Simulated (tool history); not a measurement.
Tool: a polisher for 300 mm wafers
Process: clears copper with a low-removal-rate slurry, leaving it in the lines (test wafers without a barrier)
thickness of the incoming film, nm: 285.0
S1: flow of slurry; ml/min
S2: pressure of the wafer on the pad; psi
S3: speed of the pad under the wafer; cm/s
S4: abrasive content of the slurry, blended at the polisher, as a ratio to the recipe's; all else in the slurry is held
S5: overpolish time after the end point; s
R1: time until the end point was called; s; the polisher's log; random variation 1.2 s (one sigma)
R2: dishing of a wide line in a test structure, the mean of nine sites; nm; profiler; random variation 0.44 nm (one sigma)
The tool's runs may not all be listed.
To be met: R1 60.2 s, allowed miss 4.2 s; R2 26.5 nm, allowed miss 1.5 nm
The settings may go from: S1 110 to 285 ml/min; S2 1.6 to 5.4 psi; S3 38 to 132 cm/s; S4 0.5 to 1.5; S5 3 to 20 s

| run | hour | S1 | S2 | S3 | S4 | S5 | R1 | R2 |
|---|---|---|---|---|---|---|---|---|
| 1 | 0 | 180 | 3.5 | 84 | 1 | 10 | 100.21 | 18.618 |
| 2 | 3.6 | 180 | 3.8 | 84 | 1 | 10 | 94.339 | 20 |
| 3 | 6.8 | 210 | 3.8 | 84 | 1 | 10 | 89.021 | 20.588 |
| 4 | 9.1 | 215 | 4 | 84 | 1 | 10 | 84.086 | 21.951 |
| 5 | 15 | 220 | 4.2 | 84 | 1 | 10 | 83.684 | 22.463 |
| 6 | 21.7 | 220 | 4.2 | 84 | 1 | 7 | 81.994 | 15.816 |
| 7 | 24.2 | 220 | 4.4 | 86 | 1 | 7 | 78.806 | 17.303 |
| 8 | 30.2 | 220 | 4.6 | 88 | 1 | 7 | 74.594 | 18.513 |
| 9 | 34.9 | 220 | 4.7 | 90 | 1 | 7 | 66.924 | 19.24 |
| 10 | 36.9 | 220 | 4.7 | 90 | 1 | 7 | 67.522 | 18.824 |
| 11 | 41.3 | 220 | 4.8 | 90 | 1 | 7 | 65.568 | 19.851 |
| 12 | 48.4 | 220 | 4.9 | 90 | 1 | 8 | 66.123 | 22.806 |
| 13 | 51.4 | 220 | 5 | 90 | 1 | 8 | 62.019 | 22.27 |
| 14 | 52.9 | 220 | 5 | 94 | 1 | 10 | 61.488 | 28.579 |

5 next moves are on the table. One of them brings every result within its allowed miss. Which?
| A | 54.4 | 195 | 4.6 | 102 | 1.05 | 11 | ? | ? |
| B | 54.4 | 200 | 5.1 | 94 | 1.2 | 9 | ? | ? |
| C | 54.4 | 245 | 4.9 | 92 | 1.15 | 11 | ? | ? |
| D | 54.4 | 245 | 4.7 | 92 | 1.1 | 11 | ? | ? |
| E | 54.4 | 170 | 4.9 | 94 | 1.15 | 12 | ? | ? |

| move | R1 | R2 |
|---|---|---|
| A | 63.957 | 30.22 |
| B | 60.961 | 26.679 |
| C | 63.554 | 30.425 |
| D | 66.701 | 29.21 |
| E | 65.5 | 31.865 |
A: further off than the last run
B: meets every target
C: further off than the last run
D: further off than the last run
E: further off than the last run
Move B is the one to make.
